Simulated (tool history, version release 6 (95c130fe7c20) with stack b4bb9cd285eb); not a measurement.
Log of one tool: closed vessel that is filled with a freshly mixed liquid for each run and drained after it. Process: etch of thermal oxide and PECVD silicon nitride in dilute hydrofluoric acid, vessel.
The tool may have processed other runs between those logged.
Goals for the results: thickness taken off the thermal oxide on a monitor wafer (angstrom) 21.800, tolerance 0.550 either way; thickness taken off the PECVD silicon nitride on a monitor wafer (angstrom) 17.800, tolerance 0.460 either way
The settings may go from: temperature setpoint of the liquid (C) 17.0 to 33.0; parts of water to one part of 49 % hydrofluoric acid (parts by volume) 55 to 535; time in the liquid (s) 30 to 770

run,day,temperature setpoint of the liquid (C),parts of water to one part of 49 % hydrofluoric acid (parts by volume),time in the liquid (s),thickness taken off the thermal oxide on a monitor wafer (angstrom),thickness taken off the PECVD silicon nitride on a monitor wafer (angstrom)
1,0.000,25.0,295,395,65.877,46.908
2,0.342,24.0,350,405,52.091,37.883
3,0.633,23.5,390,405,44.210,33.228
4,0.971,23.5,500,405,31.464,25.696
5,1.175,23.0,510,390,28.669,23.799
6,1.462,23.0,510,505,37.488,30.621
7,1.746,22.5,515,470,33.668,27.544
8,1.771,21.0,535,320,20.761,16.750
# day 1.833: thermometer replaced
9,1.833,22.0,525,315,20.128,15.604
10,1.888,22.5,525,315,20.470,15.943
11,2.075,23.5,525,315,21.064,16.894

Consider the 5 candidate settings below. Which is the only one whose results all fall within their allowed miss of target?
A,2.262,23.5,450,260,?,?
B,2.262,24.0,395,220,?,?
C,2.262,24.5,520,310,?,?
D,2.262,22.5,460,280,?,?
E,2.262,30.5,470,210,?,?

move,thickness taken off the thermal oxide on a monitor wafer (angstrom),thickness taken off the PECVD silicon nitride on a monitor wafer (angstrom)
A,21.612,16.348
B,22.221,16.206
C,21.698,17.895
D,21.858,16.245
E,20.326,18.739
A: lands further from the targets than the last run did
B: lands further from the targets than the last run did
C: each result inside its tolerance
D: lands further from the targets than the last run did
E: carries the result that was furthest off beyond its target, to the other side
So the answer is move C, the one that meets all the targets.
